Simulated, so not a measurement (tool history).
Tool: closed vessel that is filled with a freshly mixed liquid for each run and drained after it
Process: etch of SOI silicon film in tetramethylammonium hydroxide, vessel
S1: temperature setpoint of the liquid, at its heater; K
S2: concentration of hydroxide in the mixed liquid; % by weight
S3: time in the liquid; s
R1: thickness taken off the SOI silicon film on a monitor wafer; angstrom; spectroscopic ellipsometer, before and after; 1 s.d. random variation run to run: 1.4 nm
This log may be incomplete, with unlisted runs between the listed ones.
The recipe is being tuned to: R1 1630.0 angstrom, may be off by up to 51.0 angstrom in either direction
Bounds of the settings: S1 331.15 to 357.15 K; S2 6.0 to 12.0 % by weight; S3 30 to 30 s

{"run": 1, "hour": 0.0, "S1": 344.15, "S2": 8.0, "S3": 30, "R1": 2821.1}
{"run": 2, "hour": 3.5, "S1": 344.15, "S2": 6.5, "S3": 30, "R1": 2989.1}
{"run": 3, "hour": 5.3, "S1": 344.15, "S2": 6.0, "S3": 30, "R1": 3075.2}
{"run": 4, "hour": 13.9, "S1": 349.65, "S2": 6.0, "S3": 30, "R1": 4195.7}
{"run": 5, "hour": 17.6, "S1": 349.65, "S2": 6.0, "S3": 30, "R1": 4145.5}
{"run": 6, "hour": 19.9, "S1": 349.65, "S2": 7.5, "S3": 30, "R1": 3944.3}
{"run": 7, "hour": 26.7, "S1": 345.15, "S2": 7.5, "S3": 30, "R1": 3086.8}
{"run": 8, "hour": 32.1, "S1": 342.15, "S2": 7.5, "S3": 30, "R1": 2595.5}
{"run": 9, "hour": 40.7, "S1": 335.65, "S2": 7.5, "S3": 30, "R1": 1750.9}

Which single option among these 5 for the next run brings every result within its allowed miss of target? Just one does.
{"run": "A", "hour": 49.3, "S1": 333.65, "S2": 8.0, "S3": 30, "R1": "?"}
{"run": "B", "hour": 49.3, "S1": 336.15, "S2": 7.5, "S3": 30, "R1": "?"}
{"run": "C", "hour": 49.3, "S1": 334.65, "S2": 7.5, "S3": 30, "R1": "?"}
{"run": "D", "hour": 49.3, "S1": 336.65, "S2": 7.5, "S3": 30, "R1": "?"}
{"run": "E", "hour": 49.3, "S1": 336.15, "S2": 6.5, "S3": 30, "R1": "?"}

move=A R1=1524.1
move=B R1=1812.6
move=C R1=1653.0
move=D R1=1868.8
move=E R1=1881.7
A: pushes the last run's worst result past its target
B: further off than the last run
C: meets every target
D: further off than the last run
E: further off than the last run
The right move is C.
